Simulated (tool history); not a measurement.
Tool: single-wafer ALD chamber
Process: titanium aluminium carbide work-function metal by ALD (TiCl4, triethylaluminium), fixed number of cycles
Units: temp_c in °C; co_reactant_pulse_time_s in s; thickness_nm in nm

| run | hour | temp_c | co_reactant_pulse_time_s | thickness_nm |
|---|---|---|---|---|
| 1 | 0.0 | 285 | 14.54 | 1.8870 |
| 2 | 3.0 | 296 | 14.54 | 1.9953 |
| 3 | 4.4 | 304 | 14.54 | 2.0485 |
| 4 | 8.9 | 297 | 13.85 | 1.9883 |
| 5 | 12.9 | 297 | 16.63 | 2.0081 |
| 6 | 19.7 | 297 | 14.88 | 1.9934 |

The next listed run, before its measurement:
| 7 | 24.0 | 285 | 12.45 | ? |

{"run 7": {"thickness_nm": 1.8847}}
